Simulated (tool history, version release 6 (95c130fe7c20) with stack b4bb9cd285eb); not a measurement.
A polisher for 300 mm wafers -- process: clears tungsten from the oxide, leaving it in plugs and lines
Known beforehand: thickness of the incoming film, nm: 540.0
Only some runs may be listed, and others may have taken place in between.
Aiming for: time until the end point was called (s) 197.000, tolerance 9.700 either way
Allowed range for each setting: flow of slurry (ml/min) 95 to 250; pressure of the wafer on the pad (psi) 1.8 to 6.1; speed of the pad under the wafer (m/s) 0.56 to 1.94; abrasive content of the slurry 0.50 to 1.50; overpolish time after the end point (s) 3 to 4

run	day	flow of slurry (ml/min)	pressure of the wafer on the pad (psi)	speed of the pad under the wafer (m/s)	abrasive content of the slurry	overpolish time after the end point (s)	time until the end point was called (s)
1	0.000	160	3.9	1.24	1.00	4	82.061
2	0.304	160	3.6	1.18	1.00	4	95.050
3	0.379	160	3.6	1.32	1.00	4	87.218
4	0.496	160	3.6	1.46	1.00	4	77.996
5	0.633	160	3.6	1.46	1.10	4	75.768
6	0.667	160	3.4	1.38	1.10	4	86.962
7	0.692	160	3.2	1.32	1.10	4	93.655
8	0.829	160	3.0	1.26	1.10	4	106.490
9	1.146	160	2.8	1.22	1.10	4	114.060
10	1.396	160	2.7	1.18	1.10	4	124.160
11	1.450	160	2.6	1.16	1.10	4	131.890
12	1.529	160	2.5	1.14	1.10	4	135.830
13	1.771	160	2.4	1.12	1.10	4	146.810
14	2.121	160	2.3	1.10	1.10	4	153.250
15	2.196	160	2.2	1.08	1.10	4	160.870
16	2.492	160	2.1	1.06	1.10	4	173.920
17	2.562	160	2.1	1.06	1.10	4	175.630
18	2.883	155	1.8	1.02	1.10	4	213.170
19	3.050	165	1.8	1.02	1.10	4	210.330
20	3.204	170	2.1	1.02	1.10	4	175.800
21	3.529	165	2.1	1.02	1.10	4	178.670
22	3.804	155	1.8	1.00	1.10	4	214.180

Which of these 5 next moves meets every target?
A	4.079	190	2.5	0.62	1.20	4	?
B	4.079	175	2.5	0.92	1.10	4	?
C	4.079	160	1.9	0.88	1.05	4	?
D	4.079	180	2.3	0.86	1.00	3	?
E	4.079	180	1.8	0.80	1.30	4	?

move	time until the end point was called (s)
A	235.930
B	166.940
C	230.780
D	196.510
E	249.530
A: further off than the last run
B: carries the result that was furthest off beyond its target, to the other side
C: further off than the last run
D: in spec on every target
E: further off than the last run
The move that meets every target is D.
